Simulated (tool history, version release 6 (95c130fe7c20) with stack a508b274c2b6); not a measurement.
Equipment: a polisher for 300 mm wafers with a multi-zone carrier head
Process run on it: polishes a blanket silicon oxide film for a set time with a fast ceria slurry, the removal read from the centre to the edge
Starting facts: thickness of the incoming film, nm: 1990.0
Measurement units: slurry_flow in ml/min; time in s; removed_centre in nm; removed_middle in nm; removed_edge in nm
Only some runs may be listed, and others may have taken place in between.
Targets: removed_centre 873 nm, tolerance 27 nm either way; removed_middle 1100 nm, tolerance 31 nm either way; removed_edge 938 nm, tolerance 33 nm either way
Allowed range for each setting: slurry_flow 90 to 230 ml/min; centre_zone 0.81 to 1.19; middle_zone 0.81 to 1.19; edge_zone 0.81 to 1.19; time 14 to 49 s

| run | hour | slurry_flow | centre_zone | middle_zone | edge_zone | time | removed_centre | removed_middle | removed_edge |
|---|---|---|---|---|---|---|---|---|---|
| 1 | 0 | 150 | 1 | 1 | 1 | 31 | 652.71 | 644.95 | 639.51 |
| 2 | 5.4 | 150 | 1 | 0.93 | 1 | 31 | 639.22 | 607.59 | 625.12 |
| 3 | 7.5 | 160 | 0.98 | 0.97 | 1 | 32 | 657.25 | 657.28 | 671.19 |
| 4 | 15.8 | 175 | 0.98 | 0.97 | 1 | 32 | 673.9 | 661.99 | 673.96 |
| 5 | 22.8 | 175 | 0.98 | 0.97 | 0.96 | 32 | 674.84 | 668.31 | 662.84 |
| 6 | 30.1 | 195 | 0.98 | 0.97 | 0.96 | 32 | 693.78 | 677.86 | 669.01 |
| 7 | 38.9 | 195 | 0.97 | 1 | 0.95 | 33 | 719.5 | 731.12 | 689.59 |
| 8 | 43.6 | 195 | 0.96 | 1.02 | 0.96 | 34 | 719.16 | 752.32 | 712.52 |
| 9 | 47.8 | 195 | 0.95 | 1.04 | 0.96 | 35 | 746.52 | 775.81 | 729.85 |
| 10 | 54.9 | 195 | 0.93 | 1.06 | 0.96 | 36 | 728.53 | 816.05 | 752.29 |
| 11 | 55.7 | 195 | 0.93 | 1.08 | 0.96 | 37 | 759.05 | 854.84 | 771.16 |
| 12 | 64.3 | 195 | 0.92 | 1.09 | 0.96 | 38 | 761.56 | 889.86 | 807.06 |

4 next moves are on the table. One of them brings every result within its allowed miss. Which?
| A | 72.9 | 180 | 0.85 | 1.01 | 1.05 | 43 | ? | ? | ? |
| B | 72.9 | 130 | 0.83 | 0.83 | 1.19 | 42 | ? | ? | ? |
| C | 72.9 | 170 | 0.87 | 1.13 | 0.89 | 47 | ? | ? | ? |
| D | 72.9 | 225 | 0.97 | 1.08 | 0.97 | 41 | ? | ? | ? |

| move | removed_centre | removed_middle | removed_edge |
|---|---|---|---|
| A | 790.09 | 945.06 | 939.5 |
| B | 697.45 | 732.73 | 924.12 |
| C | 874.9 | 1125.4 | 953.8 |
| D | 894.07 | 986.22 | 889.02 |
A: better than the last run, though not everything is in spec
B: moves away from the targets compared with the last run
C: all results in spec
D: better than the last run, though not everything is in spec
Go with C: it meets all targets.
